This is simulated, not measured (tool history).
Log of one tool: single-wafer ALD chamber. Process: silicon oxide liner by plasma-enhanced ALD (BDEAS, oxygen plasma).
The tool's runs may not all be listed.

run  hour  heater temperature setpoint (K)  number of ALD cycles (cycles)  mean film thickness on the monitor wafer (nm)
  1   0.0                           588.15                             73                                         7.5034
  2   6.1                           595.15                             73                                         7.5233
  3   6.8                           600.15                             73                                         7.4648
  4  15.7                           600.15                             69                                         6.9936
  5  16.8                           600.15                             76                                         7.6672
  6  22.4                           596.15                             76                                         7.7588
  7  27.2                           596.15                             78                                         8.0019

Run 8 comes next. What will it give?
  8  31.0                           596.15                             80                                              ?

{"run 8": {"mean film thickness on the monitor wafer (nm)": 8.191}}
